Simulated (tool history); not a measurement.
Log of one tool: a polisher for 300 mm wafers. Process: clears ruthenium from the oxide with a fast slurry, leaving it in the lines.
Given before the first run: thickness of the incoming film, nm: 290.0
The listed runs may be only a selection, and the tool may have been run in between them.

| run | hour | flow of slurry (ml/min) | pressure of the wafer on the pad (psi) | speed of the pad under the wafer (m/s) | abrasive content of the slurry | overpolish time after the end point (s) | time until the end point was called (s) | dishing of a wide line in a test structure (angstrom) |
|---|---|---|---|---|---|---|---|---|
| 1 | 0 | 240 | 2.6 | 0.82 | 1 | 9 | 102.7 | 183.81 |
| 2 | 6.6 | 240 | 2.6 | 0.66 | 1 | 9 | 124.13 | 157.5 |
| 3 | 11 | 240 | 3.2 | 0.66 | 1 | 9 | 102.13 | 191.91 |
| 4 | 14 | 240 | 3.2 | 0.5 | 1 | 9 | 124.47 | 157.78 |
| 5 | 15.3 | 235 | 2.8 | 0.5 | 1 | 10 | 145.88 | 151.91 |
| 6 | 17.5 | 280 | 2.8 | 0.5 | 1 | 10 | 143.7 | 154.42 |
| 7 | 23.1 | 280 | 2.5 | 0.5 | 1 | 11 | 155.83 | 149.96 |

What will run 8 give?
| 8 | 31.7 | 275 | 2.3 | 0.48 | 1 | 12 | ? | ? |

Logged for run 8: time until the end point was called (s) 174.48, dishing of a wide line in a test structure (angstrom) 147.23.

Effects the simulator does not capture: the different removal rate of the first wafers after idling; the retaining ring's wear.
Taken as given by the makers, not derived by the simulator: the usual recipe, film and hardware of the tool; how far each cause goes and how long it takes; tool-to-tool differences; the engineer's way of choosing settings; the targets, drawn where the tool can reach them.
